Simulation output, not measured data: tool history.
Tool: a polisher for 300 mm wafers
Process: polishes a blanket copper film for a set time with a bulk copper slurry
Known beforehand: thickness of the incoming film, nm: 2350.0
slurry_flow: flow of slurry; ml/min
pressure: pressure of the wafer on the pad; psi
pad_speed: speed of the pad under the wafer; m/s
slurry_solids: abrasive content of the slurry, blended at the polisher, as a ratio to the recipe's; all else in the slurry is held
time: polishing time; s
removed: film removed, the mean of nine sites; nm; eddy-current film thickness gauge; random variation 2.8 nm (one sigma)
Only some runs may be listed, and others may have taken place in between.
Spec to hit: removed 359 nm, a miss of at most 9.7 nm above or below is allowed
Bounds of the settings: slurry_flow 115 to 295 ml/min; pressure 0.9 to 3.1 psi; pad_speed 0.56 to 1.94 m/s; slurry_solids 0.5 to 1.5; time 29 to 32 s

run	hour	slurry_flow	pressure	pad_speed	slurry_solids	time	removed
1	0	190	2	1.24	1	32	218.87
2	4.9	145	2	1.24	1	32	206.57
3	9.5	155	2.1	1.24	1	32	222.04
4	13.9	155	2.1	1.08	1	32	193.77
5	17.7	165	2.2	1.08	1	32	202.24
6	23.1	165	2.2	0.92	1	32	173.93
7	23.6	205	2.8	1.24	1	32	302.96
8	24.7	215	3	1.26	1	32	326.69

Exactly one of the 4 candidate moves below puts every result within its allowed miss. Which one?
A	25.8	195	2.9	1.56	1.05	29	?
B	25.8	250	3.1	1.22	1	32	?
C	25.8	185	2.9	1.04	1.2	32	?
D	25.8	200	2.9	1.26	1.05	30	?

move	removed
A	357.63
B	335.72
C	273.88
D	301.32
A: every result within its allowed miss
B: better than the last run, though not everything is in spec
C: its largest miss is bigger than the last run's
D: its largest miss is bigger than the last run's
Correct choice: A, which meets every target
